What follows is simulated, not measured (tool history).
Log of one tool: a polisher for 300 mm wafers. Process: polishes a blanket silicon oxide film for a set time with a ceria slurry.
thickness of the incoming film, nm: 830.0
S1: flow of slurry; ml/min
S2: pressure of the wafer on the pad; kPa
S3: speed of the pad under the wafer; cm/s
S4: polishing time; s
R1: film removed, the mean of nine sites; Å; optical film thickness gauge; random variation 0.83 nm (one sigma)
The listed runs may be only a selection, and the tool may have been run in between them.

run  hour   S1    S2   S3  S4      R1
  1     0  125  17.9  128  21  998.77
  2   2.9  135  17.9  128  21  1011.7
  3   4.8  135  15.2  128  21  904.57
  4   7.4  145  15.9  128  21  940.02
  5    13  150  16.5  128  21  968.78
  6  21.2  150  16.5  158  21  1198.3

Run 7, settings as shown, results not yet in. Your forecast:
  7  30.1  150  16.5  158  21   ?

{"run 7": {"R1": 1203.1}}
